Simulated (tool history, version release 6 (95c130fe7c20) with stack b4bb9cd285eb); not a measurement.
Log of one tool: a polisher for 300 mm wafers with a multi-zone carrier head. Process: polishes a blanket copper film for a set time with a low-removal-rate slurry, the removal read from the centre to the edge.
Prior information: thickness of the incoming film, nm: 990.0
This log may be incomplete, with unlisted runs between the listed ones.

run,day,flow of slurry (ml/min),pressure of the head's centre zone,pressure of the head's middle zone,pressure of the head's edge zone,abrasive content of the slurry,polishing time (s),film removed at the wafer's centre (angstrom),film removed at mid-radius (angstrom),film removed at the wafer's edge (angstrom)
1,0.000,315,1.00,1.00,1.00,1.00,63,1382.5,1463.1,1426.9
2,0.054,315,1.00,1.08,1.00,1.00,63,1388.7,1549.1,1419.4
3,0.254,320,0.99,1.10,1.02,1.10,65,1474.0,1629.5,1507.0
4,0.317,320,0.96,1.12,1.02,1.15,68,1488.5,1749.7,1578.3
5,0.429,320,1.01,1.12,1.02,1.15,68,1597.6,1721.4,1568.5
6,0.488,325,0.98,1.14,1.03,1.20,70,1587.8,1840.0,1683.6

Forecast run 7:
7,0.650,335,0.97,1.15,1.02,1.25,71,?,?,?

{"run 7": {"film removed at the wafer's centre (angstrom)": 1603.1, "film removed at mid-radius (angstrom)": 1909.2, "film removed at the wafer's edge (angstrom)": 1684.7}}

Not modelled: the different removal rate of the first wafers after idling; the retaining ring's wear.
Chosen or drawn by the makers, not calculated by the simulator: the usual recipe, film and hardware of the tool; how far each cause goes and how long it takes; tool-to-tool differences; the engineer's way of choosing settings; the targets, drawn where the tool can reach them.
